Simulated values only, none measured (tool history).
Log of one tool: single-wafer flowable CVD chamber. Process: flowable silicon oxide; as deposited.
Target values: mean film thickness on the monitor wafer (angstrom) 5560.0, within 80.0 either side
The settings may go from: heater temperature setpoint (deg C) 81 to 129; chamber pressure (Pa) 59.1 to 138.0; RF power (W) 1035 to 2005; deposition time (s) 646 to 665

run   hour  heater temperature setpoint (deg C)  chamber pressure (Pa)  RF power (W)  deposition time (s)  mean film thickness on the monitor wafer (angstrom)
  1    0.0                                  105                   98.5          1520                  646                                               3038.1
  2    7.6                                  103                   98.5          1520                  646                                               3267.3
  3   12.3                                  103                   98.5          1520                  665                                               3359.2
  4   15.3                                  101                   98.5          1520                  665                                               3597.0
  5   16.4                                  101                   98.5          1415                  665                                               3517.7
  6   25.4                                  101                   98.5          1415                  646                                               3463.9
  7   33.2                                  100                   98.5          1415                  646                                               3545.3
  8   39.8                                   99                   98.5          1415                  646                                               3676.0
  9   46.1                                   98                   98.5          1415                  646                                               3796.9
 10   54.0                                   97                   98.5          1415                  646                                               3913.0
 11   58.9                                   96                   98.5          1415                  646                                               4042.2
      67.8  -- capacitance manometer re-zeroed and calibrated
 12   67.8                                   95                   98.5          1415                  646                                               3970.8
 13   71.7                                   94                   98.5          1415                  646                                               4113.8
 14   80.6                                   93                   98.5          1415                  646                                               4279.2
 15   84.1                                   92                   98.5          1415                  646                                               4406.8
 16   91.2                                   91                   98.5          1415                  646                                               4567.4
 17   99.0                                   90                   98.5          1415                  646                                               4732.2
 18  102.0                                   89                   98.5          1415                  646                                               4837.4
 19  107.9                                   86                   98.5          1415                  646                                               5310.1
 20  110.1                                   86                   98.5          1415                  646                                               5300.8
 21  111.9                                   85                   98.5          1415                  646                                               5475.7

Exercise: of the 5 proposed moves below, exactly one satisfies all targets within the stated allowed misses. Which move is it?
  A  113.7                                   83                   95.7          1460                  646                                                    ?
  B  113.7                                   86                  106.8          1465                  646                                                    ?
  C  113.7                                   82                   96.0          1275                  652                                                    ?
  D  113.7                                   81                   90.7          1330                  665                                                    ?
  E  113.7                                   81                   87.1          1350                  660                                                    ?

move  mean film thickness on the monitor wafer (angstrom)
   A                                               5707.6
   B                                               5804.6
   C                                               5741.5
   D                                               5773.6
   E                                               5532.3
A: pushes the last run's worst result past its target
B: pushes the last run's worst result past its target
C: pushes the last run's worst result past its target
D: pushes the last run's worst result past its target
E: each result inside its tolerance
E is the move that brings every result within its allowed miss.
